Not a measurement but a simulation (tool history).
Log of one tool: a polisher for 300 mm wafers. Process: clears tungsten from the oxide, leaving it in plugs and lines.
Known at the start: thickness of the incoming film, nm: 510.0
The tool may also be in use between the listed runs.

run    day  flow of slurry (ml/min)  pressure of the wafer on the pad (psi)  speed of the pad under the wafer (m/s)  abrasive content of the slurry  overpolish time after the end point (s)  time until the end point was called (s)
  1      0                      245                                     4.4                                    1.14                               1                                       34                                   87.228
  2  0.325                      245                                     5.2                                    1.16                               1                                       34                                   74.552
  3  0.371                      245                                     5.7                                    1.22                               1                                       34                                    64.49
  4  0.496                      200                                     5.7                                    1.22                               1                                       34                                   66.914
  5  0.846                      200                                     5.1                                    1.22                               1                                       34                                   72.991
  6  1.054                      200                                     5.6                                    1.28                               1                                       34                                   64.769
  7    1.4                      200                                       6                                    1.32                               1                                       34                                   56.288
  8  1.612                      200                                     6.2                                    1.32                               1                                       34                                   55.919
     1.867  -- slurry nozzle cleaned
  9  1.867                      200                                     6.4                                    1.34                               1                                       34                                   53.042

The next listed run, before its measurement:
 10  2.121                      200                                     6.5                                    1.34                               1                                       34                                        ?

time until the end point was called (s): 52.378

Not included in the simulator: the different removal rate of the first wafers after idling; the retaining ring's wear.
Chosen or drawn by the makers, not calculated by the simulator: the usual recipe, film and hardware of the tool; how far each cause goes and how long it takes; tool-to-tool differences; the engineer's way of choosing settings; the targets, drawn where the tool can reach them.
